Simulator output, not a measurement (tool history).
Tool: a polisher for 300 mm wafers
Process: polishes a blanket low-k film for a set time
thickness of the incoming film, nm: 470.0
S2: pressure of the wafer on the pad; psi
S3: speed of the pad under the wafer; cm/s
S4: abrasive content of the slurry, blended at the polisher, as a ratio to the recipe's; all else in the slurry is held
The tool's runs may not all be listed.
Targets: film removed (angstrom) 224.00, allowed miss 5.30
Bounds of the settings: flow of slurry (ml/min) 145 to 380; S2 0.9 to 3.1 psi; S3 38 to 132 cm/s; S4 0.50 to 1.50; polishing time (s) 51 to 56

run 1 hour=0.0 | flow_of_slurry_(ml/min)=245 S2=2.0 S3=84 S4=1.00 polishing_time_(s)=56 | film_removed_(angstrom)=169.89
run 2 hour=8.0 | flow_of_slurry_(ml/min)=245 S2=2.0 S3=64 S4=1.00 polishing_time_(s)=56 | film_removed_(angstrom)=143.98
run 3 hour=15.2 | flow_of_slurry_(ml/min)=245 S2=2.0 S3=64 S4=1.00 polishing_time_(s)=51 | film_removed_(angstrom)=131.66
run 4 hour=17.5 | flow_of_slurry_(ml/min)=245 S2=2.0 S3=76 S4=1.00 polishing_time_(s)=51 | film_removed_(angstrom)=145.31
run 5 hour=21.4 | flow_of_slurry_(ml/min)=245 S2=1.7 S3=76 S4=1.00 polishing_time_(s)=51 | film_removed_(angstrom)=123.68
run 6 hour=28.4 | flow_of_slurry_(ml/min)=250 S2=2.0 S3=76 S4=1.00 polishing_time_(s)=51 | film_removed_(angstrom)=146.80
run 7 hour=35.1 | flow_of_slurry_(ml/min)=255 S2=2.2 S3=76 S4=1.00 polishing_time_(s)=51 | film_removed_(angstrom)=161.45
run 8 hour=43.0 | flow_of_slurry_(ml/min)=255 S2=2.4 S3=76 S4=1.00 polishing_time_(s)=51 | film_removed_(angstrom)=172.90
run 9 hour=51.6 | flow_of_slurry_(ml/min)=255 S2=2.5 S3=76 S4=1.00 polishing_time_(s)=51 | film_removed_(angstrom)=179.42
run 10 hour=53.1 | flow_of_slurry_(ml/min)=260 S2=2.6 S3=76 S4=1.00 polishing_time_(s)=51 | film_removed_(angstrom)=189.15
run 11 hour=56.8 | flow_of_slurry_(ml/min)=260 S2=2.7 S3=76 S4=1.00 polishing_time_(s)=51 | film_removed_(angstrom)=194.96
run 12 hour=59.8 | flow_of_slurry_(ml/min)=265 S2=2.8 S3=76 S4=1.00 polishing_time_(s)=51 | film_removed_(angstrom)=203.36
run 13 hour=68.7 | flow_of_slurry_(ml/min)=265 S2=2.9 S3=76 S4=1.00 polishing_time_(s)=51 | film_removed_(angstrom)=208.07
run 14 hour=71.3 | flow_of_slurry_(ml/min)=265 S2=2.9 S3=76 S4=1.00 polishing_time_(s)=51 | film_removed_(angstrom)=211.35
run 15 hour=73.3 | flow_of_slurry_(ml/min)=270 S2=3.0 S3=76 S4=1.00 polishing_time_(s)=51 | film_removed_(angstrom)=215.71

4 next moves are on the table. One of them brings every result within its allowed miss. Which?
run A hour=75.3 | flow_of_slurry_(ml/min)=215 S2=3.0 S3=76 S4=1.05 polishing_time_(s)=54 | film_removed_(angstrom)=?
run B hour=75.3 | flow_of_slurry_(ml/min)=290 S2=3.1 S3=72 S4=1.00 polishing_time_(s)=55 | film_removed_(angstrom)=?
run C hour=75.3 | flow_of_slurry_(ml/min)=265 S2=2.6 S3=86 S4=1.10 polishing_time_(s)=53 | film_removed_(angstrom)=?
run D hour=75.3 | flow_of_slurry_(ml/min)=380 S2=3.1 S3=96 S4=0.75 polishing_time_(s)=55 | film_removed_(angstrom)=?

move=A film_removed_(angstrom)=230.63
move=B film_removed_(angstrom)=235.53
move=C film_removed_(angstrom)=221.95
move=D film_removed_(angstrom)=238.11
A: takes the result that was furthest off past its target
B: takes the result that was furthest off past its target
C: meets every target
D: takes the result that was furthest off past its target
Move C is the one to make.
